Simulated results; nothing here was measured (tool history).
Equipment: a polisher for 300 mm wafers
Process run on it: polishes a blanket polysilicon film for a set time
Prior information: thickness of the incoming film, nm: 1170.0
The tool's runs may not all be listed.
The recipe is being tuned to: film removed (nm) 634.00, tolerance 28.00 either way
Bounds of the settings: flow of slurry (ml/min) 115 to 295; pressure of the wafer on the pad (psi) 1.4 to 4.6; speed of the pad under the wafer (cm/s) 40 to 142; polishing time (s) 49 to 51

run,hour,flow of slurry (ml/min),pressure of the wafer on the pad (psi),speed of the pad under the wafer (cm/s),polishing time (s),film removed (nm)
1,0.0,190,3.0,90,49,387.40
2,6.7,190,3.3,90,49,434.37
3,9.5,190,3.5,90,49,462.44
4,11.9,190,4.0,90,49,517.58
5,16.5,190,4.1,90,49,532.72
6,23.4,190,3.5,90,49,444.86
7,30.9,190,3.8,90,49,482.83
8,36.4,190,4.0,92,49,534.21
9,42.4,190,4.1,92,49,540.27
10,46.9,190,4.2,92,49,539.63
11,54.7,190,4.3,94,49,580.03
12,60.4,190,4.3,94,49,574.27

Which single option among these 5 for the next run brings every result within its allowed miss of target? Just one does.
A,66.1,180,3.8,90,49,?
B,66.1,205,4.6,90,51,?
C,66.1,145,4.6,106,51,?
D,66.1,255,4.5,82,51,?
E,66.1,195,4.0,80,51,?

move,film removed (nm)
A,482.76
B,617.67
C,682.58
D,567.50
E,477.20
A: moves away from the targets compared with the last run
B: meets every target
C: takes the result that was furthest off past its target
D: moves away from the targets compared with the last run
E: moves away from the targets compared with the last run
Move B is the one to make.
